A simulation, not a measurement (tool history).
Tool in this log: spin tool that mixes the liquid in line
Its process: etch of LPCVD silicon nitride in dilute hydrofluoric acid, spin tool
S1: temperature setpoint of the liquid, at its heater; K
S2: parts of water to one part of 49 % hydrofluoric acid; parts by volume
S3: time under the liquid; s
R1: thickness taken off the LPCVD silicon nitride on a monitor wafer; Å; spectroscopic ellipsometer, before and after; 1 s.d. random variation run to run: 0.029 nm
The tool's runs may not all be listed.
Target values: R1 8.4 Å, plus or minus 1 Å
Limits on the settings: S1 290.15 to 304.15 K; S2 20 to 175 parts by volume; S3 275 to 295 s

run,hour,S1,S2,S3,R1
1,0,296.15,95,275,13.722
2,4,296.15,120,275,10.843
3,9.9,295.65,120,275,10.11
4,12.3,295.15,120,275,9.7453
5,15.4,295.15,85,275,14.181
6,16.7,295.15,85,295,14.721
7,22.6,294.65,90,295,13.528
8,25.7,294.15,95,295,12.534
9,34.2,293.65,100,295,11.6
10,39.9,293.65,100,295,11.652
11,47.1,293.65,100,295,11.553
12,48,293.15,100,295,11.971

5 candidate next runs follow, results not yet known. Just one meets every target within its allowed miss. Identify it.
A,48.9,290.65,90,295,?
B,48.9,292.65,115,275,?
C,48.9,291.15,135,275,?
D,48.9,291.15,85,295,?
E,48.9,293.65,105,290,?

move,R1
A,10.163
B,8.5673
C,6.6193
D,11.123
E,10.566
A: closer than the last run, but not yet in spec
B: meets every target
C: takes the biggest miss from the last run beyond its target
D: closer than the last run, but not yet in spec
E: closer than the last run, but not yet in spec
Answer: B
